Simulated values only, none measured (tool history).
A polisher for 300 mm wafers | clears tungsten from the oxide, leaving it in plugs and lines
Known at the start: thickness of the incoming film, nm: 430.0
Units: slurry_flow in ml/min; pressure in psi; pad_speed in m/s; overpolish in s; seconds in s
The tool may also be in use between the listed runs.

run  hour  slurry_flow  pressure  pad_speed  slurry_solids  overpolish  seconds
  1   0.0          190       3.4       1.42            1.0          49   91.606
  2   4.0          225       3.4       1.42            1.0          49   88.881
  3  12.9          225       3.6       1.42            1.0          49   83.142
  4  18.8          225       3.8       1.42            1.0          49   81.064
  5  24.3          225       4.0       1.44            1.0          49   74.449
  6  32.0          225       3.4       1.44            1.0          49   88.042

The next listed run, before its measurement:
  7  35.9          225       3.6       1.44            1.0          49        ?

Run 7 gave seconds 84.374 s.
